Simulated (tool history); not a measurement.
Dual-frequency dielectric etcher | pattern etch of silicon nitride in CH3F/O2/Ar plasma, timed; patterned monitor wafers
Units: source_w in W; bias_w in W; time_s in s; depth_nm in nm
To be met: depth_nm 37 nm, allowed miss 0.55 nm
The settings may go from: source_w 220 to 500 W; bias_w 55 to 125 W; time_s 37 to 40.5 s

{"run": 1, "day": 0.0, "source_w": 360, "bias_w": 90, "time_s": 40.5, "depth_nm": 32.489}
{"run": 2, "day": 0.321, "source_w": 360, "bias_w": 75, "time_s": 40.5, "depth_nm": 30.745}
{"run": 3, "day": 0.392, "source_w": 400, "bias_w": 75, "time_s": 40.5, "depth_nm": 32.097}
{"run": 4, "day": 0.75, "source_w": 400, "bias_w": 69, "time_s": 40.5, "depth_nm": 31.64}
{"run": 5, "day": 0.892, "source_w": 430, "bias_w": 74, "time_s": 40.5, "depth_nm": 33.472}
{"run": 6, "day": 1.242, "source_w": 430, "bias_w": 88, "time_s": 40.5, "depth_nm": 35.372}
{"run": 7, "day": 1.367, "source_w": 440, "bias_w": 88, "time_s": 40.5, "depth_nm": 35.655}
{"day": 1.429, "done": "wet clean of the chamber"}
{"run": 8, "day": 1.429, "source_w": 480, "bias_w": 89, "time_s": 40.5, "depth_nm": 38.608}
{"run": 9, "day": 1.708, "source_w": 470, "bias_w": 89, "time_s": 40.5, "depth_nm": 38.36}
{"run": 10, "day": 1.788, "source_w": 460, "bias_w": 89, "time_s": 40.5, "depth_nm": 38.243}
{"run": 11, "day": 1.875, "source_w": 420, "bias_w": 88, "time_s": 40.5, "depth_nm": 36.352}

Which of these 5 next moves meets every target?
{"run": "A", "day": 1.962, "source_w": 440, "bias_w": 92, "time_s": 38.5, "depth_nm": "?"}
{"run": "B", "day": 1.962, "source_w": 480, "bias_w": 79, "time_s": 38.5, "depth_nm": "?"}
{"run": "C", "day": 1.962, "source_w": 470, "bias_w": 82, "time_s": 38.5, "depth_nm": "?"}
{"run": "D", "day": 1.962, "source_w": 500, "bias_w": 73, "time_s": 40, "depth_nm": "?"}
{"run": "E", "day": 1.962, "source_w": 490, "bias_w": 90, "time_s": 40, "depth_nm": "?"}

move=A depth_nm=35.665
move=B depth_nm=35.48
move=C depth_nm=35.522
move=D depth_nm=36.723
move=E depth_nm=38.702
A: further off than the last run
B: further off than the last run
C: further off than the last run
D: meets every target
E: takes the result that was furthest off past its target
Move D is the one to make.
